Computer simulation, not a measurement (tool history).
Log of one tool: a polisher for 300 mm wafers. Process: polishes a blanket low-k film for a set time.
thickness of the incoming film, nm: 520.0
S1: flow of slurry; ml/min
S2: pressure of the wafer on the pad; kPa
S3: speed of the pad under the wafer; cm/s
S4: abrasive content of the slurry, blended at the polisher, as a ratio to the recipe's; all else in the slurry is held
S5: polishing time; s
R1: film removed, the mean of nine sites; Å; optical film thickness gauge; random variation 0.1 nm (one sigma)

Run 1, day 0: S1 175 ml/min, S2 14.5 kPa, S3 104 cm/s, S4 1, S5 51 s. Result: R1 271.69 Å.
Run 2, day 0.146: S1 170 ml/min, S2 12.4 kPa, S3 100 cm/s, S4 1, S5 51 s. Result: R1 224.12 Å.
Run 3, day 0.342: S1 165 ml/min, S2 11 kPa, S3 100 cm/s, S4 1, S5 51 s. Result: R1 201.4 Å.
Run 4, day 0.483: S1 160 ml/min, S2 9.7 kPa, S3 100 cm/s, S4 1, S5 51 s. Result: R1 176.55 Å.
Run 5, day 0.833: S1 150 ml/min, S2 9 kPa, S3 100 cm/s, S4 1, S5 51 s. Result: R1 162.68 Å.
Run 6, day 0.879: S1 150 ml/min, S2 9 kPa, S3 100 cm/s, S4 1, S5 51 s. Result: R1 162.72 Å.
Run 7, day 1.133: S1 130 ml/min, S2 6.9 kPa, S3 100 cm/s, S4 1, S5 51 s. Result: R1 123.57 Å.
Run 8, day 1.171: S1 140 ml/min, S2 6.9 kPa, S3 100 cm/s, S4 1, S5 51 s. Result: R1 124.11 Å.
Run 9, day 1.304: S1 155 ml/min, S2 6.9 kPa, S3 100 cm/s, S4 1, S5 51 s. Result: R1 127.09 Å.
Run 10, day 1.421: S1 160 ml/min, S2 6.9 kPa, S3 100 cm/s, S4 1, S5 51 s. Result: R1 127.43 Å.
Run 11, day 1.596: S1 205 ml/min, S2 8.3 kPa, S3 100 cm/s, S4 1, S5 51 s. Result: R1 158.58 Å.

Run 12 comes next. What will it give?
Run 12, day 1.654: S1 190 ml/min, S2 8.3 kPa, S3 100 cm/s, S4 1, S5 51 s. Result: R1 ?.

R1: 154.19 Å
